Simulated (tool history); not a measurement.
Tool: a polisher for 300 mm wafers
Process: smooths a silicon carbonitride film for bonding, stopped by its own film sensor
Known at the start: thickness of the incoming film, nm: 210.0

run	day	flow of slurry (ml/min)	pressure of the wafer on the pad (kPa)	speed of the pad under the wafer (cm/s)	abrasive content of the slurry	target thickness at which the film sensor stops the polish (Å)	time until the film sensor stopped the polish (s)
1	0.000	225	16.5	108	1.0	1860	70.214
2	0.267	225	17.2	110	1.0	1860	67.035
3	0.608	225	17.9	112	1.0	1860	63.422
4	0.979	195	17.9	112	1.0	1860	64.174
5	1.229	195	18.6	112	1.0	1860	63.681
6	1.421	170	18.6	112	1.0	1860	65.769
7	1.662	185	22.8	120	1.0	1860	52.248

Predict the results of run 8:
8	1.821	185	23.4	120	1.0	1860	?

Run 8 produced time until the film sensor stopped the polish (s) 52.079.
